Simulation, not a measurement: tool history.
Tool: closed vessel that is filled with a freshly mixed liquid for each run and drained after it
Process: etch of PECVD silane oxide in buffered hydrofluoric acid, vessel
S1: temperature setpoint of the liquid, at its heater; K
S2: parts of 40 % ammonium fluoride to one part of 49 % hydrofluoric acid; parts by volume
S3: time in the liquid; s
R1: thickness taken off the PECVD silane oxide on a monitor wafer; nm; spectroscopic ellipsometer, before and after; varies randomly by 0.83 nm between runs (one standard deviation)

| run | hour | S1 | S2 | S3 | R1 |
|---|---|---|---|---|---|
| 1 | 0.0 | 294.15 | 13.5 | 30 | 36.202 |
| 2 | 4.9 | 291.15 | 13.5 | 30 | 30.927 |
| 3 | 13.1 | 294.65 | 13.5 | 30 | 37.445 |
| 4 | 16.2 | 296.65 | 12.0 | 30 | 46.678 |
| 5 | 20.0 | 298.15 | 11.0 | 30 | 55.107 |
| 6 | 28.5 | 298.15 | 11.0 | 30 | 55.280 |
| 7 | 36.0 | 302.15 | 7.5 | 30 | 99.031 |
| 8 | 42.2 | 301.65 | 7.5 | 30 | 94.044 |

Forecast run 9:
| 9 | 47.1 | 301.15 | 7.5 | 30 | ? |

{"run 9": {"R1": 91.851}}
